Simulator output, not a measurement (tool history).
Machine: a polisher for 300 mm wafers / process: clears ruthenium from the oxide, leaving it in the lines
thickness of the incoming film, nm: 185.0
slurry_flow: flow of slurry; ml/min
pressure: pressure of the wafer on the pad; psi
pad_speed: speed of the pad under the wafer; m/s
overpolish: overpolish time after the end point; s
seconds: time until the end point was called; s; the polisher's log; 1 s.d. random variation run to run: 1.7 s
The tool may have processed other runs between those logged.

run 1 hour=0.0 | slurry_flow=215 pressure=1.9 pad_speed=1.30 overpolish=24 | seconds=103.830
run 2 hour=7.3 | slurry_flow=250 pressure=1.9 pad_speed=1.30 overpolish=24 | seconds=101.720
run 3 hour=9.4 | slurry_flow=250 pressure=1.9 pad_speed=1.42 overpolish=24 | seconds=94.351
run 4 hour=17.4 | slurry_flow=250 pressure=1.7 pad_speed=1.40 overpolish=24 | seconds=104.860
run 5 hour=21.3 | slurry_flow=250 pressure=1.5 pad_speed=1.38 overpolish=24 | seconds=119.780
run 6 hour=28.1 | slurry_flow=300 pressure=1.5 pad_speed=1.38 overpolish=24 | seconds=115.730
run 7 hour=29.9 | slurry_flow=300 pressure=1.4 pad_speed=1.36 overpolish=24 | seconds=125.830
run 8 hour=30.8 | slurry_flow=300 pressure=1.3 pad_speed=1.36 overpolish=24 | seconds=132.710

Estimate the outcome of run 9 from the log above:
run 9 hour=32.6 | slurry_flow=290 pressure=0.9 pad_speed=1.32 overpolish=24 | seconds=?

seconds: 180.240 s
